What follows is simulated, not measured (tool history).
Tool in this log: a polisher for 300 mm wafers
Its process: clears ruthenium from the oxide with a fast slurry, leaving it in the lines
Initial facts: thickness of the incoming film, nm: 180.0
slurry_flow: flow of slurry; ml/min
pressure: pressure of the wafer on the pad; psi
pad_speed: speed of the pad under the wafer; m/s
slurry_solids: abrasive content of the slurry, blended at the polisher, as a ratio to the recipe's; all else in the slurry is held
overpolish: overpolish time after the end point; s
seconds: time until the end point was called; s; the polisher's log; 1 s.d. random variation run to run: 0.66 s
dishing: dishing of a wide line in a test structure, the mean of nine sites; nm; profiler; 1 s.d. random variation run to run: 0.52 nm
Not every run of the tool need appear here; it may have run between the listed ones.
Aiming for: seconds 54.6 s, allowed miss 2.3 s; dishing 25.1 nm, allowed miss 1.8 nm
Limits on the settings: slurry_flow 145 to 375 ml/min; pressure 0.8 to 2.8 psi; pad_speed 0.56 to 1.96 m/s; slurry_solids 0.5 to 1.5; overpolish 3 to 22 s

run	hour	slurry_flow	pressure	pad_speed	slurry_solids	overpolish	seconds	dishing
1	0	240	1.8	1.26	1	11	46.262	34.83
2	4.7	260	1.8	1.26	1	11	46.2	35.781
3	6	260	1.7	1.26	1	10	49.744	31.131
4	8.9	260	1.7	1.52	1	10	43.107	32.783
5	10.8	260	1.6	1.52	1	10	46.053	32.21
6	12.9	260	1.5	1.52	1	10	48.084	30.308
7	20.9	260	1.4	1.52	1	10	52.077	28.87
8	27.4	260	1.4	1.52	1	9	50.721	26.154

5 candidate next runs follow, results not yet known. Just one meets every target within its allowed miss. Identify it.
A	33.9	220	1.3	1.6	1	9	?	?
B	33.9	290	1.2	1.96	1.2	8	?	?
C	33.9	310	1.4	1.52	1.1	8	?	?
D	33.9	290	1.4	1.56	1.05	9	?	?
E	33.9	285	1.6	1.36	0.95	9	?	?

move	seconds	dishing
A	55.628	24.131
B	47.13	25.197
C	49.745	24.001
D	50.087	26.514
E	50.187	26.466
A: all results in spec
B: further off than the last run
C: further off than the last run
D: further off than the last run
E: further off than the last run
Move A is the one to make.

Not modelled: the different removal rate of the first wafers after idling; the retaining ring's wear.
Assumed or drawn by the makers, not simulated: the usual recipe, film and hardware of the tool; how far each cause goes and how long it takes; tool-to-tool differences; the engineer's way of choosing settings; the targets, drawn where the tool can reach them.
